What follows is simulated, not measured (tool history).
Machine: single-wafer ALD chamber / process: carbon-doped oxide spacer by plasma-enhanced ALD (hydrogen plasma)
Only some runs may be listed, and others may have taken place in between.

run    day  heater temperature setpoint (deg C)  number of ALD cycles (cycles)  mean film thickness on the monitor wafer (Å)
  1      0                                  395                            596                                        312.19
  2  0.108                                  395                            613                                        323.02
  3  0.296                                  395                            625                                        328.74
  4    0.4                                  391                            625                                        328.81
     0.492  -- thermocouple changed; heater temperature recalibrated
  5  0.492                                  391                            549                                        288.29
  6   0.55                                  391                            577                                        304.13
  7  0.638                                  391                            598                                        314.96

Run 8, settings as shown, results not yet in. Your forecast:
  8  0.833                                  391                            614                                             ?

mean film thickness on the monitor wafer (Å): 323.77
